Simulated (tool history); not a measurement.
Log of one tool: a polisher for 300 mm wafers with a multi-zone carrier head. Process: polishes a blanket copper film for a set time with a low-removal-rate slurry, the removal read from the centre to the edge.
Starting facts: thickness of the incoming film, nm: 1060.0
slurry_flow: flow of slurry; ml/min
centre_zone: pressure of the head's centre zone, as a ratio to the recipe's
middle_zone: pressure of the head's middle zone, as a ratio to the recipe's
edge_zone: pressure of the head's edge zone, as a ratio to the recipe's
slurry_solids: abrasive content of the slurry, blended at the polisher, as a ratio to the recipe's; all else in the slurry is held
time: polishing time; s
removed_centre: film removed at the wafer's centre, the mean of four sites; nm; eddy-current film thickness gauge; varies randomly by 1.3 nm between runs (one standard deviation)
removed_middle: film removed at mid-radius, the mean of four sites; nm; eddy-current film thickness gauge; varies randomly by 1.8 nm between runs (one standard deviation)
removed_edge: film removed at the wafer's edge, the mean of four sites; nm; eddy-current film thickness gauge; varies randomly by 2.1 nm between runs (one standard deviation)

run 1 day=0 | slurry_flow=170 centre_zone=1 middle_zone=1 edge_zone=1 slurry_solids=1 time=68 | removed_centre=207.12 removed_middle=210.93 removed_edge=210.49
run 2 day=0.088 | slurry_flow=155 centre_zone=0.99 middle_zone=0.97 edge_zone=0.99 slurry_solids=0.95 time=68 | removed_centre=200.39 removed_middle=202.49 removed_edge=209.93
run 3 day=0.154 | slurry_flow=150 centre_zone=0.98 middle_zone=0.95 edge_zone=0.97 slurry_solids=0.9 time=68 | removed_centre=198.11 removed_middle=192.51 removed_edge=204.9
run 4 day=0.45 | slurry_flow=150 centre_zone=0.94 middle_zone=0.95 edge_zone=0.97 slurry_solids=0.9 time=68 | removed_centre=187.36 removed_middle=194.72 removed_edge=204.81
run 5 day=0.696 | slurry_flow=150 centre_zone=1.01 middle_zone=0.95 edge_zone=0.97 slurry_solids=0.9 time=68 | removed_centre=201.95 removed_middle=194.59 removed_edge=205.5
run 6 day=0.896 | slurry_flow=140 centre_zone=0.99 middle_zone=0.94 edge_zone=0.95 slurry_solids=0.85 time=68 | removed_centre=195.45 removed_middle=189.08 removed_edge=197.74
run 7 day=0.921 | slurry_flow=135 centre_zone=0.98 middle_zone=0.93 edge_zone=0.95 slurry_solids=0.85 time=68 | removed_centre=194.77 removed_middle=186.6 removed_edge=196.94
run 8 day=1.158 | slurry_flow=130 centre_zone=0.97 middle_zone=0.92 edge_zone=0.95 slurry_solids=0.85 time=68 | removed_centre=189.3 removed_middle=180.59 removed_edge=194.73

What will run 9 give?
run 9 day=1.429 | slurry_flow=125 centre_zone=0.96 middle_zone=0.92 edge_zone=0.95 slurry_solids=0.85 time=68 | removed_centre=? removed_middle=? removed_edge=?

Run 9 produced removed_centre 188.32 nm, removed_middle 179.14 nm, removed_edge 193.32 nm.
